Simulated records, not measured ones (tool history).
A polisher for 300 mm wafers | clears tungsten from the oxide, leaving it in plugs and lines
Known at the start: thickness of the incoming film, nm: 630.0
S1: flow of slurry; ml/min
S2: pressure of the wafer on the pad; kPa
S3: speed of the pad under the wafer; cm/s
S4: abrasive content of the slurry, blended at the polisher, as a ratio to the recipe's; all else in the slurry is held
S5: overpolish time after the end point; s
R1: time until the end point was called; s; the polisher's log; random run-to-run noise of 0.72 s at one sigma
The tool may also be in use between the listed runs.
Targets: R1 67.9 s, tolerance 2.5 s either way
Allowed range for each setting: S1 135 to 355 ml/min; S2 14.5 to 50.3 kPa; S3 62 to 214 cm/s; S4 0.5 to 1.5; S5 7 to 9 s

run 1 hour=0 | S1=225 S2=32.4 S3=138 S4=1 S5=9 | R1=89.964
run 2 hour=8.6 | S1=225 S2=34.5 S3=138 S4=1 S5=9 | R1=85.382
run 3 hour=16.6 | S1=225 S2=34.5 S3=138 S4=0.9 S5=9 | R1=86.977
run 4 hour=20.5 | S1=225 S2=35.9 S3=138 S4=0.9 S5=9 | R1=83.361
-- hour=22.2 slurry nozzle cleaned
run 5 hour=22.2 | S1=225 S2=35.9 S3=154 S4=0.9 S5=9 | R1=72.6
run 6 hour=24.8 | S1=225 S2=35.9 S3=154 S4=0.75 S5=9 | R1=74.272
run 7 hour=32 | S1=225 S2=36.5 S3=154 S4=0.75 S5=9 | R1=73.969
run 8 hour=33.5 | S1=225 S2=37.2 S3=154 S4=0.75 S5=9 | R1=72.988
run 9 hour=38 | S1=225 S2=37.9 S3=154 S4=0.75 S5=9 | R1=71.015

Of the 4 settings listed for the next run, only one would bring every result within its allowed miss of target. Which one?
run A hour=42.5 | S1=225 S2=35.9 S3=156 S4=0.75 S5=9 | R1=?
run B hour=42.5 | S1=220 S2=36.5 S3=138 S4=0.85 S5=9 | R1=?
run C hour=42.5 | S1=230 S2=31.7 S3=174 S4=0.65 S5=9 | R1=?
run D hour=42.5 | S1=165 S2=42.1 S3=156 S4=0.7 S5=9 | R1=?

move=A R1=73.98
move=B R1=77.47
move=C R1=78.866
move=D R1=66.693
A: further off than the last run
B: further off than the last run
C: further off than the last run
D: all results land within tolerance of their targets
The right move is D.
